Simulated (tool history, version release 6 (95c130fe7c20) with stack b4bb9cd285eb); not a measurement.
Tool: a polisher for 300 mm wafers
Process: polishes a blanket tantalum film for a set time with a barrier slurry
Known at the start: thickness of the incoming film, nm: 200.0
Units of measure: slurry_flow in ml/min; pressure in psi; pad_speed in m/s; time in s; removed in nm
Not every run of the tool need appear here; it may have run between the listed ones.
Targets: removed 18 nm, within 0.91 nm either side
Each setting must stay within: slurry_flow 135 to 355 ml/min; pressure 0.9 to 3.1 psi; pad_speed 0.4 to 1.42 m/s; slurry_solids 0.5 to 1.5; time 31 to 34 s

{"run": 1, "hour": 0.0, "slurry_flow": 225, "pressure": 2, "pad_speed": 0.9, "slurry_solids": 1, "time": 34, "removed": 43.054}
{"run": 2, "hour": 7.1, "slurry_flow": 225, "pressure": 2, "pad_speed": 0.9, "slurry_solids": 1, "time": 34, "removed": 43.014}
{"run": 3, "hour": 8.3, "slurry_flow": 170, "pressure": 2, "pad_speed": 0.9, "slurry_solids": 1, "time": 34, "removed": 41.06}
{"run": 4, "hour": 9.9, "slurry_flow": 170, "pressure": 2, "pad_speed": 1, "slurry_solids": 1, "time": 34, "removed": 46.527}
{"run": 5, "hour": 15.8, "slurry_flow": 170, "pressure": 2, "pad_speed": 1, "slurry_solids": 0.8, "time": 34, "removed": 43.059}
{"run": 6, "hour": 20.8, "slurry_flow": 170, "pressure": 2, "pad_speed": 1, "slurry_solids": 0.95, "time": 34, "removed": 45.909}
{"run": 7, "hour": 26.2, "slurry_flow": 170, "pressure": 1.9, "pad_speed": 0.96, "slurry_solids": 0.95, "time": 34, "removed": 41.567}
{"run": 8, "hour": 30.2, "slurry_flow": 170, "pressure": 1.8, "pad_speed": 0.92, "slurry_solids": 0.95, "time": 34, "removed": 38.245}
{"run": 9, "hour": 35.2, "slurry_flow": 170, "pressure": 1.7, "pad_speed": 0.88, "slurry_solids": 0.95, "time": 34, "removed": 33.763}
{"run": 10, "hour": 38.4, "slurry_flow": 170, "pressure": 1.6, "pad_speed": 0.86, "slurry_solids": 0.95, "time": 34, "removed": 32.375}
{"run": 11, "hour": 45.2, "slurry_flow": 170, "pressure": 1.5, "pad_speed": 0.84, "slurry_solids": 0.95, "time": 34, "removed": 29.29}
{"run": 12, "hour": 53.7, "slurry_flow": 170, "pressure": 0.9, "pad_speed": 0.7, "slurry_solids": 0.95, "time": 34, "removed": 15.028}
{"run": 13, "hour": 55.8, "slurry_flow": 170, "pressure": 1, "pad_speed": 0.7, "slurry_solids": 0.95, "time": 34, "removed": 16.626}

Pick the move, out of 5, that brings all results within their allowed miss; only one does.
{"run": "A", "hour": 57.9, "slurry_flow": 190, "pressure": 1.8, "pad_speed": 0.48, "slurry_solids": 1, "time": 33, "removed": "?"}
{"run": "B", "hour": 57.9, "slurry_flow": 155, "pressure": 1, "pad_speed": 0.72, "slurry_solids": 0.8, "time": 32, "removed": "?"}
{"run": "C", "hour": 57.9, "slurry_flow": 210, "pressure": 1.1, "pad_speed": 0.66, "slurry_solids": 0.95, "time": 34, "removed": "?"}
{"run": "D", "hour": 57.9, "slurry_flow": 170, "pressure": 0.9, "pad_speed": 0.92, "slurry_solids": 1.05, "time": 34, "removed": "?"}
{"run": "E", "hour": 57.9, "slurry_flow": 235, "pressure": 1.4, "pad_speed": 0.64, "slurry_solids": 0.85, "time": 32, "removed": "?"}

move=A removed=20.5
move=B removed=15.263
move=C removed=17.909
move=D removed=20.205
move=E removed=20.358
A: takes the result that was furthest off past its target
B: moves away from the targets compared with the last run
C: hits every target within its allowed miss
D: takes the result that was furthest off past its target
E: takes the result that was furthest off past its target
Go with C: it meets all targets.
